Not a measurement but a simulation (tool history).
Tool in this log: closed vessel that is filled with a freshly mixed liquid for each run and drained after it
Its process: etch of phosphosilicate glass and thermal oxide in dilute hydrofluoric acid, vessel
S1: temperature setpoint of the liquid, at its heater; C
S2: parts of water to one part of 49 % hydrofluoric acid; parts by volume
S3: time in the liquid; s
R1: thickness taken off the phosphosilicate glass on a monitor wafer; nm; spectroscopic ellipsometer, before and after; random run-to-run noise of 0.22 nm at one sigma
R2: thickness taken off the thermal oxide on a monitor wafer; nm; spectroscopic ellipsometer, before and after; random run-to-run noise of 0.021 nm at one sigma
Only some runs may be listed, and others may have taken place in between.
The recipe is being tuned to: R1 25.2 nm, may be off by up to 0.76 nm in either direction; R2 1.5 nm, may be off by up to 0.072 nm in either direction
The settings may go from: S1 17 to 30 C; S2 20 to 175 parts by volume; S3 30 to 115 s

Run 1, hour 0: S1 22 C, S2 95 parts by volume, S3 60 s. Result: R1 48.331 nm, R2 2.9361 nm.
Run 2, hour 3.9: S1 22 C, S2 80 parts by volume, S3 60 s. Result: R1 58.597 nm, R2 3.4288 nm.
Run 3, hour 8.7: S1 21 C, S2 90 parts by volume, S3 60 s. Result: R1 49.707 nm, R2 2.9887 nm.
Run 4, hour 12.5: S1 20.5 C, S2 100 parts by volume, S3 60 s. Result: R1 43.149 nm, R2 2.5397 nm.
Run 5, hour 13.6: S1 20 C, S2 105 parts by volume, S3 60 s. Result: R1 40.187 nm, R2 2.4089 nm.
Run 6, hour 16.3: S1 20 C, S2 105 parts by volume, S3 75 s. Result: R1 50.11 nm, R2 2.9868 nm.
Run 7, hour 22: S1 17 C, S2 145 parts by volume, S3 75 s. Result: R1 30.533 nm, R2 1.8188 nm.
Run 8, hour 24.3: S1 17 C, S2 150 parts by volume, S3 75 s. Result: R1 29.472 nm, R2 1.772 nm.
Run 9, hour 30.5: S1 17 C, S2 165 parts by volume, S3 75 s. Result: R1 26.177 nm, R2 1.5537 nm.

Which one of the following 4 next-run settings gets every result inside its allowed miss? There is exactly one.
Run A, hour 36.7: S1 17.5 C, S2 175 parts by volume, S3 75 s. Result: R1 ?, R2 ?.
Run B, hour 36.7: S1 21.5 C, S2 145 parts by volume, S3 55 s. Result: R1 ?, R2 ?.
Run C, hour 36.7: S1 20.5 C, S2 160 parts by volume, S3 65 s. Result: R1 ?, R2 ?.
Run D, hour 36.7: S1 17 C, S2 150 parts by volume, S3 70 s. Result: R1 ?, R2 ?.

move      R1      R2
   A  25.447  1.5442
   B  27.223  1.6519
   C  27.588  1.6741
   D  27.812  1.6877
A: every result within its allowed miss
B: its largest miss is bigger than the last run's
C: its largest miss is bigger than the last run's
D: its largest miss is bigger than the last run's
The move that meets every target is A.

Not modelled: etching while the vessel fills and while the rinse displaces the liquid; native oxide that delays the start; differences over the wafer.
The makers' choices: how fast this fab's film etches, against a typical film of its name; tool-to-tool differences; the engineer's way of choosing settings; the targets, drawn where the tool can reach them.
